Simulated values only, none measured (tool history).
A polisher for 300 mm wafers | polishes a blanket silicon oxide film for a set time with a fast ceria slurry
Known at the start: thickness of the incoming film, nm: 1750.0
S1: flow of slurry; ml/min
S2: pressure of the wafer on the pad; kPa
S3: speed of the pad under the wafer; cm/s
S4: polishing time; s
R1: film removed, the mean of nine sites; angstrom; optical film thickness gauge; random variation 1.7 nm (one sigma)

run,hour,S1,S2,S3,S4,R1
1,0,255,18.6,86,26,2807.7
2,4.8,255,17.9,86,26,2701.2
3,7.5,255,17.2,86,26,2614.2
4,10.4,290,17.2,86,26,2670.5
5,17.4,290,19.3,86,26,2913.1
6,19.8,290,19.3,96,26,3252.3

Run 7 comes next. What will it give?
7,23.1,290,17.9,96,26,?

{"run 7": {"R1": 3048.9}}
